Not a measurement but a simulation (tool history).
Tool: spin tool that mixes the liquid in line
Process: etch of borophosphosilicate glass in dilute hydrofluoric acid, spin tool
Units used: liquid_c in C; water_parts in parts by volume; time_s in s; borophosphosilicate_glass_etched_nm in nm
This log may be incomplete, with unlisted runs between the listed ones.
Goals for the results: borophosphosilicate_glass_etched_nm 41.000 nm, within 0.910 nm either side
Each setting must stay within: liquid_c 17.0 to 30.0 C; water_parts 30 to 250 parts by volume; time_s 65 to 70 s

run	hour	liquid_c	water_parts	time_s	borophosphosilicate_glass_etched_nm
1	0.0	22.0	140	65	16.990
2	8.9	23.5	140	65	18.126
3	11.2	23.5	140	65	18.119
4	18.1	23.5	185	65	12.832
5	21.4	25.5	145	65	18.720
6	27.8	25.5	145	65	18.632
7	28.8	27.0	120	65	24.831
8	33.8	30.0	70	65	50.978
9	41.2	28.5	70	65	48.204

Which single option among these 5 for the next run brings every result within its allowed miss of target? Just one does.
A	48.6	27.0	65	70	?
B	48.6	28.5	55	65	?
C	48.6	27.0	60	70	?
D	48.6	28.0	85	65	?
E	48.6	30.0	90	70	?

move	borophosphosilicate_glass_etched_nm
A	52.433
B	61.942
C	57.202
D	37.658
E	41.057
A: misses by more than the last run did
B: misses by more than the last run did
C: misses by more than the last run did
D: moves the result that the last run missed by most past its target, out the other side
E: in spec on every target
Move E is the one to make.

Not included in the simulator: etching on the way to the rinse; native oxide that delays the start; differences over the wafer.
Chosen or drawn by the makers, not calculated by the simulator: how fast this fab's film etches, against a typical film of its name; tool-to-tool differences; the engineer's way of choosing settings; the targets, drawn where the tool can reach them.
